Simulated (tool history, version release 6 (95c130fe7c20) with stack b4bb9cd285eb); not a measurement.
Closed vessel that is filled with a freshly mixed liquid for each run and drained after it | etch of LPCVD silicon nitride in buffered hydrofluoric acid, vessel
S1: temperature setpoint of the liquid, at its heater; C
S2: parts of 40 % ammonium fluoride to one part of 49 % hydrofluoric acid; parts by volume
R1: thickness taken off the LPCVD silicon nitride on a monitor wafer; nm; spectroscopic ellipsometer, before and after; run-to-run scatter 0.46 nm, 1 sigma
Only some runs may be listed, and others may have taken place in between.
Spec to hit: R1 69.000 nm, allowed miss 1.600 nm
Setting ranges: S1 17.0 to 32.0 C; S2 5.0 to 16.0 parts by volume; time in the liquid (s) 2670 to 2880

{"run": 1, "hour": 0.0, "S1": 25.0, "S2": 9.5, "time in the liquid (s)": 2670, "R1": 39.508}
{"run": 2, "hour": 8.8, "S1": 26.5, "S2": 9.0, "time in the liquid (s)": 2670, "R1": 43.838}
{"run": 3, "hour": 16.9, "S1": 27.5, "S2": 9.0, "time in the liquid (s)": 2670, "R1": 46.396}
{"run": 4, "hour": 24.6, "S1": 25.0, "S2": 9.0, "time in the liquid (s)": 2670, "R1": 41.304}
{"hour": 29.6, "done": "thermometer replaced"}
{"run": 5, "hour": 29.6, "S1": 25.0, "S2": 7.5, "time in the liquid (s)": 2670, "R1": 44.548}
{"run": 6, "hour": 35.2, "S1": 28.0, "S2": 7.5, "time in the liquid (s)": 2670, "R1": 51.704}
{"run": 7, "hour": 44.6, "S1": 29.0, "S2": 7.0, "time in the liquid (s)": 2670, "R1": 58.889}
{"run": 8, "hour": 49.0, "S1": 29.5, "S2": 7.0, "time in the liquid (s)": 2670, "R1": 59.971}

Which single option among these 5 for the next run brings every result within its allowed miss of target? Just one does.
{"run": "A", "hour": 53.4, "S1": 30.5, "S2": 6.5, "time in the liquid (s)": 2875, "R1": "?"}
{"run": "B", "hour": 53.4, "S1": 31.0, "S2": 7.5, "time in the liquid (s)": 2780, "R1": "?"}
{"run": "C", "hour": 53.4, "S1": 29.5, "S2": 6.5, "time in the liquid (s)": 2855, "R1": "?"}
{"run": "D", "hour": 53.4, "S1": 27.5, "S2": 5.0, "time in the liquid (s)": 2700, "R1": "?"}
{"run": "E", "hour": 53.4, "S1": 27.5, "S2": 8.0, "time in the liquid (s)": 2795, "R1": "?"}

move=A R1=74.891
move=B R1=64.711
move=C R1=70.578
move=D R1=75.069
move=E R1=50.471
A: the result that was furthest off in the last run now lies on the other side of its target
B: nearer the targets than the last run, but a result is still out of spec
C: every result within its allowed miss
D: the result that was furthest off in the last run now lies on the other side of its target
E: the biggest miss grows against the last run
Answer: C

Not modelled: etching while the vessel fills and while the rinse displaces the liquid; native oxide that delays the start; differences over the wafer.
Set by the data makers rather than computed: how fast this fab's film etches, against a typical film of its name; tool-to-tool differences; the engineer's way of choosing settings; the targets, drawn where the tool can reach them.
